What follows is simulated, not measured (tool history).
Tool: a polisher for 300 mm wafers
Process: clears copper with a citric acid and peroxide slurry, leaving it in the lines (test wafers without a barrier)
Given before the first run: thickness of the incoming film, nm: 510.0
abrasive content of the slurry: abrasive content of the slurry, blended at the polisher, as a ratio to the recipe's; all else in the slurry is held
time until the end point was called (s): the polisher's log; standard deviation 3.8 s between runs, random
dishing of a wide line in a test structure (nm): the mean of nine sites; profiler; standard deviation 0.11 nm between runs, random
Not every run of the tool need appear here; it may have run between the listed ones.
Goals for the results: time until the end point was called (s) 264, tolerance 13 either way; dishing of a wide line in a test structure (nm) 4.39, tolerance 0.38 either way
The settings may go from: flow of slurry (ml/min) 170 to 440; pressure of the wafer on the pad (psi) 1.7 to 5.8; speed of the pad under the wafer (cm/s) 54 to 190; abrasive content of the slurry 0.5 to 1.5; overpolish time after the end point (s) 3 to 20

| run | hour | flow of slurry (ml/min) | pressure of the wafer on the pad (psi) | speed of the pad under the wafer (cm/s) | abrasive content of the slurry | overpolish time after the end point (s) | time until the end point was called (s) | dishing of a wide line in a test structure (nm) |
|---|---|---|---|---|---|---|---|---|
| 1 | 0 | 280 | 3.7 | 122 | 1 | 10 | 171.96 | 20.985 |
| 2 | 2.5 | 280 | 4.5 | 122 | 1 | 10 | 154.96 | 24.478 |
| 3 | 5.8 | 280 | 3.8 | 116 | 1 | 8 | 182.71 | 16.608 |
| 4 | 12 | 280 | 3.4 | 116 | 1 | 8 | 191.66 | 15.281 |
| 5 | 17.3 | 280 | 3.4 | 128 | 1 | 8 | 174.66 | 16.577 |
| 6 | 24.8 | 260 | 3 | 126 | 0.9 | 7 | 207.34 | 12.367 |
| 7 | 25.9 | 235 | 2.7 | 134 | 0.8 | 6 | 215.36 | 10.682 |
| 8 | 32.7 | 220 | 2.4 | 136 | 0.7 | 5 | 246.74 | 7.5736 |
| 9 | 34.9 | 205 | 2.2 | 142 | 0.65 | 4 | 259.02 | 6.0514 |
| 10 | 44 | 195 | 2.1 | 148 | 0.6 | 4 | 262.27 | 5.9118 |
| 11 | 50.2 | 190 | 2 | 152 | 0.55 | 4 | 274.44 | 5.8546 |
| 12 | 58.8 | 190 | 2 | 152 | 0.55 | 4 | 275.01 | 5.3721 |
| 13 | 59.5 | 190 | 2 | 152 | 0.55 | 4 | 274.2 | 5.3962 |
| 14 | 62.9 | 185 | 1.9 | 158 | 0.55 | 4 | 274.95 | 5.7889 |
| 15 | 71 | 185 | 2.1 | 146 | 0.55 | 4 | 277.42 | 5.3978 |
| 16 | 79.5 | 180 | 2.3 | 140 | 0.55 | 4 | 270.91 | 5.6291 |
| 17 | 82.7 | 175 | 2.3 | 140 | 0.55 | 4 | 278.96 | 5.7636 |
| 18 | 87.4 | 255 | 1.7 | 142 | 0.55 | 3 | 299.72 | 3.6979 |

Of the 4 settings listed for the next run, only one would bring every result within its allowed miss of target. Which one?
| A | 92.1 | 245 | 2.2 | 124 | 0.8 | 4 | ? | ? |
| B | 92.1 | 350 | 1.9 | 158 | 0.5 | 3 | ? | ? |
| C | 92.1 | 245 | 2.3 | 152 | 0.65 | 3 | ? | ? |
| D | 92.1 | 295 | 1.7 | 152 | 0.5 | 4 | ? | ? |

| move | time until the end point was called (s) | dishing of a wide line in a test structure (nm) |
|---|---|---|
| A | 260.7 | 5.8771 |
| B | 264.58 | 4.3672 |
| C | 228.51 | 5.0463 |
| D | 294.87 | 5.2042 |
A: the furthest-off result lands on target, but another misses its tolerance
B: every result within its allowed miss
C: carries the result that was furthest off beyond its target, to the other side
D: gains on the last run, yet a result remains outside its allowed miss
So the answer is move B, the one that meets all the targets.
